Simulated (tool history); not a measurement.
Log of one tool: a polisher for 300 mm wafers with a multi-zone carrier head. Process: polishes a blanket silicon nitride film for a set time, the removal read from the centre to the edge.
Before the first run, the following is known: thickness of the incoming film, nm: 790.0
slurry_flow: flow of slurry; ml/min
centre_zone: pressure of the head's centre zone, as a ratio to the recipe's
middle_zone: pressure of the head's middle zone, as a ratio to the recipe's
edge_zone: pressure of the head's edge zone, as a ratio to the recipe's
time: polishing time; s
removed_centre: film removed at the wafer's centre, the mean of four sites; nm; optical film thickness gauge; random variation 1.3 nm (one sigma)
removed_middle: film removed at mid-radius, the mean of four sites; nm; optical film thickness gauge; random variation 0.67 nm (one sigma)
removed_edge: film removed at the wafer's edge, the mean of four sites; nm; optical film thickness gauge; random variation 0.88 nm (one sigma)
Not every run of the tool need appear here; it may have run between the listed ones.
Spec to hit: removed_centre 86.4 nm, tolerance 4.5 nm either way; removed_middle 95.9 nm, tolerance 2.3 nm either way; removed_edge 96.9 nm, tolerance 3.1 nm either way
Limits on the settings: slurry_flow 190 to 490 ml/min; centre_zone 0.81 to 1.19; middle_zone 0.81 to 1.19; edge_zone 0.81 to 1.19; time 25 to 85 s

Run 1, hour 0: slurry_flow 315 ml/min, centre_zone 1, middle_zone 1, edge_zone 1, time 55 s. Result: removed_centre 77.638 nm, removed_middle 79.241 nm, removed_edge 80.738 nm.
Run 2, hour 1.6: slurry_flow 320 ml/min, centre_zone 1, middle_zone 1.02, edge_zone 1.04, time 56 s. Result: removed_centre 79.643 nm, removed_middle 83.676 nm, removed_edge 86.098 nm.
Run 3, hour 10: slurry_flow 370 ml/min, centre_zone 1, middle_zone 1.02, edge_zone 1.04, time 56 s. Result: removed_centre 81.589 nm, removed_middle 83.463 nm, removed_edge 83.169 nm.
Run 4, hour 13.1: slurry_flow 355 ml/min, centre_zone 1.01, middle_zone 1.04, edge_zone 1.07, time 56 s. Result: removed_centre 82.339 nm, removed_middle 84.867 nm, removed_edge 86.4 nm.
Run 5, hour 21.2: slurry_flow 390 ml/min, centre_zone 1.01, middle_zone 1.04, edge_zone 1.07, time 56 s. Result: removed_centre 81.325 nm, removed_middle 85.337 nm, removed_edge 86.197 nm.
Run 6, hour 28.9: slurry_flow 390 ml/min, centre_zone 1.01, middle_zone 1.04, edge_zone 1.07, time 64 s. Result: removed_centre 93.193 nm, removed_middle 98.108 nm, removed_edge 98.493 nm.
Run 7, hour 29.4: slurry_flow 390 ml/min, centre_zone 1, middle_zone 1.04, edge_zone 1.07, time 64 s. Result: removed_centre 94.681 nm, removed_middle 96.86 nm, removed_edge 98.848 nm.
At hour 32.2: worn pad replaced by a new one.
Run 8, hour 32.2: slurry_flow 385 ml/min, centre_zone 0.98, middle_zone 1.05, edge_zone 1.07, time 64 s. Result: removed_centre 98.343 nm, removed_middle 107.59 nm, removed_edge 105.05 nm.
Run 9, hour 39.6: slurry_flow 355 ml/min, centre_zone 0.93, middle_zone 0.99, edge_zone 1.07, time 58 s. Result: removed_centre 84.349 nm, removed_middle 91.555 nm, removed_edge 95.951 nm.
Run 10, hour 48: slurry_flow 365 ml/min, centre_zone 0.93, middle_zone 0.99, edge_zone 1.07, time 58 s. Result: removed_centre 86.8 nm, removed_middle 91.166 nm, removed_edge 95.885 nm.
Run 11, hour 55.3: slurry_flow 365 ml/min, centre_zone 0.92, middle_zone 0.99, edge_zone 1.06, time 58 s. Result: removed_centre 85.397 nm, removed_middle 90.16 nm, removed_edge 96.038 nm.

4 candidate next runs follow, results not yet known. Just one meets every target within its allowed miss. Identify it.
Run A, hour 62.6: slurry_flow 300 ml/min, centre_zone 0.94, middle_zone 0.98, edge_zone 1.09, time 58 s. Result: removed_centre ?, removed_middle ?, removed_edge ?.
Run B, hour 62.6: slurry_flow 365 ml/min, centre_zone 0.92, middle_zone 1.01, edge_zone 1.04, time 60 s. Result: removed_centre ?, removed_middle ?, removed_edge ?.
Run C, hour 62.6: slurry_flow 470 ml/min, centre_zone 0.85, middle_zone 0.88, edge_zone 1.06, time 59 s. Result: removed_centre ?, removed_middle ?, removed_edge ?.
Run D, hour 62.6: slurry_flow 350 ml/min, centre_zone 1.04, middle_zone 0.93, edge_zone 1.05, time 60 s. Result: removed_centre ?, removed_middle ?, removed_edge ?.

move  removed_centre  removed_middle  removed_edge
   A          85.231          89.588        95.445
   B          88.401           96.78        97.957
   C          83.242           86.39        98.692
   D          97.132          89.936        98.215
A: its largest miss is bigger than the last run's
B: all results in spec
C: its largest miss is bigger than the last run's
D: as far off as the last run
B is the move that brings every result within its allowed miss.

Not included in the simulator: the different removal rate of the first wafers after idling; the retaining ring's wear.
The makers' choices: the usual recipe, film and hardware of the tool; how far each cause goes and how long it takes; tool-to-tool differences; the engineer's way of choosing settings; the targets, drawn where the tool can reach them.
